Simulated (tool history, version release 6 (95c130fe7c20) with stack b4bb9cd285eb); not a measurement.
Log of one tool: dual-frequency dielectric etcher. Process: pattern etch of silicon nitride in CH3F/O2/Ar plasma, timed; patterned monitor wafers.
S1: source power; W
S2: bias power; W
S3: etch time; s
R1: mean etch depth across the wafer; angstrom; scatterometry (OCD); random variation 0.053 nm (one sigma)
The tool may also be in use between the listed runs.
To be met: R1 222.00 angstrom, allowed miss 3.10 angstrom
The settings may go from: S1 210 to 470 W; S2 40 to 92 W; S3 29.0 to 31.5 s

run  hour   S1  S2    S3      R1
  1   0.0  340  66  31.5  209.02
  2   8.1  340  56  31.5  197.96
  3  14.6  340  56  29.0  182.11
  4  19.5  340  49  29.0  174.58
  5  25.9  370  53  29.0  184.83
  6  27.1  390  56  29.0  192.15
  7  33.3  410  59  29.0  198.94
  8  34.7  410  59  29.0  198.45
  9  43.0  420  61  29.0  202.76
 10  50.1  430  63  29.0  206.66
 11  54.8  440  65  29.0  210.80
 12  59.8  450  66  29.0  213.64
 13  61.0  450  67  29.0  214.60
 14  62.7  450  68  29.0  217.10

4 next moves are on the table. One of them brings every result within its allowed miss. Which?
  A  64.4  430  63  31.0   ?
  B  64.4  450  72  30.0   ?
  C  64.4  460  60  29.5   ?
  D  64.4  460  57  30.0   ?

move      R1
   A  221.90
   B  228.53
   C  213.15
   D  213.17
A: meets every target
B: takes the result that was furthest off past its target
C: further off than the last run
D: further off than the last run
Answer: A
